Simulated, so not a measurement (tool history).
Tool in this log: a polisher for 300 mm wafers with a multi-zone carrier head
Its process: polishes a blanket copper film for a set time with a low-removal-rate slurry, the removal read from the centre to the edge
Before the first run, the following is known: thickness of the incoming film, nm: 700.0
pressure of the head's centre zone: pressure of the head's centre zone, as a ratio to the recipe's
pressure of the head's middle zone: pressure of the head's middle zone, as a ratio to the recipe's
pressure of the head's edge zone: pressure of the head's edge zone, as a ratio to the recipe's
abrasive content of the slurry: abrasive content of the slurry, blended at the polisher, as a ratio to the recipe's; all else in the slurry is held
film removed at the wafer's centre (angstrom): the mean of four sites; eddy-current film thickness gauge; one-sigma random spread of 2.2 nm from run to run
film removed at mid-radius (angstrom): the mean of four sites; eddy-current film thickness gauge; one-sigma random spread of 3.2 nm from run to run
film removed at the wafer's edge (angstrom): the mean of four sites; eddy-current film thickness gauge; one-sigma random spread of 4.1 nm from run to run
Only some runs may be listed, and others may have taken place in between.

run	day	flow of slurry (ml/min)	pressure of the head's centre zone	pressure of the head's middle zone	pressure of the head's edge zone	abrasive content of the slurry	polishing time (s)	film removed at the wafer's centre (angstrom)	film removed at mid-radius (angstrom)	film removed at the wafer's edge (angstrom)
1	0.000	200	1.00	1.00	1.00	1.00	78	2542.6	2793.1	2781.5
2	0.117	205	1.02	0.99	1.03	1.05	78	2626.7	2763.3	2958.2
3	0.200	205	1.09	0.99	1.03	1.05	78	2826.7	2913.0	2880.0
4	0.262	215	1.10	0.98	1.05	1.10	78	2876.9	2898.4	2952.8
# day 0.562: centre zone pressure recalibrated
5	0.562	190	1.10	0.98	1.05	1.10	78	3050.6	2804.8	2938.1
6	0.708	195	1.10	0.98	1.07	1.15	78	3036.8	2895.6	2888.4

For run 7, what comes out?
7	1.017	210	1.10	0.96	1.08	1.15	79	?	?	?

{"run 7": {"film removed at the wafer's centre (angstrom)": 3158.8, "film removed at mid-radius (angstrom)": 2873.6, "film removed at the wafer's edge (angstrom)": 3056.0}}
